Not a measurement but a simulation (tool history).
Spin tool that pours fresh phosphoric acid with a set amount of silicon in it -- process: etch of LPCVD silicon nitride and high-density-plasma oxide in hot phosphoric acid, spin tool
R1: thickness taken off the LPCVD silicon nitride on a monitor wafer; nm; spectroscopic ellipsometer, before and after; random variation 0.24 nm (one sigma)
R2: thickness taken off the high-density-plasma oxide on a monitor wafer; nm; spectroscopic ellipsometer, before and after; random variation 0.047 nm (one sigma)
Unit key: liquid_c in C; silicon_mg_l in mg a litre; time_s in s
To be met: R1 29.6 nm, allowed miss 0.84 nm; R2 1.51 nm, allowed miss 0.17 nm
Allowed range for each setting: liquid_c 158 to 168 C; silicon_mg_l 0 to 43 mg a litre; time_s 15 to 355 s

{"run": 1, "hour": 0.0, "liquid_c": 163, "silicon_mg_l": 19, "time_s": 180, "R1": 19.278, "R2": 0.62715}
{"run": 2, "hour": 3.9, "liquid_c": 161.5, "silicon_mg_l": 19, "time_s": 180, "R1": 18.052, "R2": 0.60021}
{"run": 3, "hour": 8.9, "liquid_c": 163, "silicon_mg_l": 14, "time_s": 195, "R1": 20.839, "R2": 0.82539}
{"run": 4, "hour": 12.4, "liquid_c": 163, "silicon_mg_l": 5.5, "time_s": 195, "R1": 20.584, "R2": 0.98074}
{"run": 5, "hour": 16.8, "liquid_c": 163, "silicon_mg_l": 0.5, "time_s": 195, "R1": 20.669, "R2": 1.0724}
{"run": 6, "hour": 22.8, "liquid_c": 163, "silicon_mg_l": 0.5, "time_s": 145, "R1": 15.382, "R2": 0.79118}
{"run": 7, "hour": 28.2, "liquid_c": 164, "silicon_mg_l": 2.5, "time_s": 175, "R1": 19.049, "R2": 1.0047}
{"run": 8, "hour": 35.2, "liquid_c": 165, "silicon_mg_l": 5, "time_s": 195, "R1": 22.262, "R2": 1.1443}
{"run": 9, "hour": 43.4, "liquid_c": 165.5, "silicon_mg_l": 6.5, "time_s": 205, "R1": 23.636, "R2": 1.2242}
{"run": 10, "hour": 50.1, "liquid_c": 166, "silicon_mg_l": 8, "time_s": 215, "R1": 25.131, "R2": 1.274}
{"run": 11, "hour": 53.3, "liquid_c": 166.5, "silicon_mg_l": 8.5, "time_s": 225, "R1": 26.83, "R2": 1.3228}
{"run": 12, "hour": 56.9, "liquid_c": 167, "silicon_mg_l": 8.5, "time_s": 230, "R1": 27.453, "R2": 1.4621}
{"run": 13, "hour": 58.2, "liquid_c": 167, "silicon_mg_l": 9.5, "time_s": 235, "R1": 28.438, "R2": 1.3704}
{"run": 14, "hour": 65.3, "liquid_c": 167, "silicon_mg_l": 9, "time_s": 235, "R1": 28.321, "R2": 1.4795}
{"run": 15, "hour": 69.5, "liquid_c": 167, "silicon_mg_l": 9.5, "time_s": 235, "R1": 28.587, "R2": 1.4058}

Consider the 5 candidate settings below. Which is the only one whose results all fall within their allowed miss of target?
{"run": "A", "hour": 73.7, "liquid_c": 167.5, "silicon_mg_l": 0, "time_s": 240, "R1": "?", "R2": "?"}
{"run": "B", "hour": 73.7, "liquid_c": 166, "silicon_mg_l": 5, "time_s": 240, "R1": "?", "R2": "?"}
{"run": "C", "hour": 73.7, "liquid_c": 168, "silicon_mg_l": 0, "time_s": 250, "R1": "?", "R2": "?"}
{"run": "D", "hour": 73.7, "liquid_c": 168, "silicon_mg_l": 1, "time_s": 225, "R1": "?", "R2": "?"}
{"run": "E", "hour": 73.7, "liquid_c": 167.5, "silicon_mg_l": 10, "time_s": 240, "R1": "?", "R2": "?"}

move=A R1=29.143 R2=1.799
move=B R1=27.754 R2=1.4683
move=C R1=30.853 R2=1.9421
move=D R1=27.768 R2=1.7161
move=E R1=29.143 R2=1.4719
A: brings the result that was furthest off to its target, and leaves another outside
B: moves away from the targets compared with the last run
C: moves the result that the last run missed by most past its target, out the other side
D: moves away from the targets compared with the last run
E: all results land within tolerance of their targets
Correct choice: E, which meets every target

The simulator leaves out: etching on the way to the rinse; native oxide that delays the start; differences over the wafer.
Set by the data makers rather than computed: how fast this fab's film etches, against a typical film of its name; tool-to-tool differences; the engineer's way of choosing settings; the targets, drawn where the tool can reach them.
